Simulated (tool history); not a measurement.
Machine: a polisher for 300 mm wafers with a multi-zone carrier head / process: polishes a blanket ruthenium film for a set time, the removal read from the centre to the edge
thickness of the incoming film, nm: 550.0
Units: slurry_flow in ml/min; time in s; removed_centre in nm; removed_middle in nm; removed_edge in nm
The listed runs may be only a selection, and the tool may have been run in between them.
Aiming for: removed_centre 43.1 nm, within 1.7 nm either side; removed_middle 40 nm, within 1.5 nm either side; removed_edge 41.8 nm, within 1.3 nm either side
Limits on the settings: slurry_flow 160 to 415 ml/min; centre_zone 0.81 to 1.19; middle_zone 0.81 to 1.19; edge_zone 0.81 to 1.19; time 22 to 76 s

| run | hour | slurry_flow | centre_zone | middle_zone | edge_zone | time | removed_centre | removed_middle | removed_edge |
|---|---|---|---|---|---|---|---|---|---|
| 1 | 0 | 265 | 1 | 1 | 1 | 49 | 57.771 | 56.554 | 57.885 |
| 2 | 1 | 260 | 0.99 | 0.97 | 0.96 | 45 | 51.682 | 50.764 | 52.831 |
| 3 | 5.7 | 260 | 1.01 | 0.96 | 0.94 | 41 | 49.285 | 46.117 | 47.182 |
| 4 | 10.2 | 260 | 1.01 | 0.96 | 0.98 | 41 | 48.929 | 46.178 | 47.981 |
| 5 | 14.7 | 260 | 1.01 | 0.96 | 0.98 | 51 | 60.106 | 57.445 | 59.854 |
| 6 | 18.3 | 260 | 1.01 | 0.95 | 0.96 | 46 | 54.043 | 50.591 | 54.202 |
| 7 | 21.2 | 255 | 1.01 | 0.95 | 0.95 | 42 | 49.386 | 46.154 | 49.091 |
| 8 | 22.7 | 255 | 1.01 | 0.95 | 0.94 | 40 | 48.484 | 44.218 | 46.262 |
| 9 | 26.8 | 250 | 0.99 | 0.94 | 0.92 | 39 | 44.801 | 42.574 | 44.97 |
| 10 | 35.3 | 240 | 0.99 | 0.94 | 0.89 | 39 | 44.99 | 42.882 | 44.374 |
| 11 | 42.3 | 230 | 0.98 | 0.89 | 0.83 | 37 | 41.969 | 38.409 | 40.753 |

Which of these 5 next moves meets every target?
| A | 49.3 | 250 | 0.99 | 0.99 | 0.81 | 35 | ? | ? | ? |
| B | 49.3 | 370 | 1.01 | 0.94 | 0.93 | 35 | ? | ? | ? |
| C | 49.3 | 320 | 1.02 | 0.96 | 0.81 | 35 | ? | ? | ? |
| D | 49.3 | 190 | 1.05 | 0.91 | 1 | 36 | ? | ? | ? |
| E | 49.3 | 250 | 0.99 | 0.85 | 0.81 | 36 | ? | ? | ? |

| move | removed_centre | removed_middle | removed_edge |
|---|---|---|---|
| A | 40.592 | 40.852 | 39.349 |
| B | 43.105 | 40.549 | 42.084 |
| C | 42.969 | 40.782 | 40.096 |
| D | 42.619 | 37.826 | 41.987 |
| E | 41.71 | 37.011 | 40.549 |
A: corrects the largest miss of the last run, while another result sits out of spec
B: meets every target
C: corrects the largest miss of the last run, while another result sits out of spec
D: misses by more than the last run did
E: misses by more than the last run did
So the answer is move B, the one that meets all the targets.

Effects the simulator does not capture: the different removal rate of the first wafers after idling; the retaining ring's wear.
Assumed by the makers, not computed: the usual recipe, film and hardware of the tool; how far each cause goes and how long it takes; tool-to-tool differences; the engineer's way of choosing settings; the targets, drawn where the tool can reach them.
